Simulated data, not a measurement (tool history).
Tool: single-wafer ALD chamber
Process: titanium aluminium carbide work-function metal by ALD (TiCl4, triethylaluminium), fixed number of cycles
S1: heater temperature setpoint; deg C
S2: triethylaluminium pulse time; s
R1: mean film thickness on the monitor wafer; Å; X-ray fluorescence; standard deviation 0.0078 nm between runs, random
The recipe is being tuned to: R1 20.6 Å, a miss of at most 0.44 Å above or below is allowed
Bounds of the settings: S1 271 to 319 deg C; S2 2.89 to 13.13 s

run  hour   S1    S2      R1
  1     0  295  8.01  17.608
  2   8.5  295  6.68  16.581
  3  17.3  301  6.68  16.971
  4  23.2  305  8.04  18.419
  5  23.8  308  8.54  18.942
  6  28.6  311  8.96  19.478
  7  36.9  313  9.23  19.651
  8  39.6  314  9.52   19.86

4 candidate next runs follow, results not yet known. Just one meets every target within its allowed miss. Identify it.
  A  42.3  319  12.69   ?
  B  42.3  319  13.13   ?
  C  42.3  311   9.85   ?
  D  42.3  313  12.36   ?

move      R1
   A  21.286
   B  21.374
   C  19.752
   D  20.699
A: carries the result that was furthest off beyond its target, to the other side
B: carries the result that was furthest off beyond its target, to the other side
C: further off than the last run
D: meets every target
Correct choice: D, which meets every target

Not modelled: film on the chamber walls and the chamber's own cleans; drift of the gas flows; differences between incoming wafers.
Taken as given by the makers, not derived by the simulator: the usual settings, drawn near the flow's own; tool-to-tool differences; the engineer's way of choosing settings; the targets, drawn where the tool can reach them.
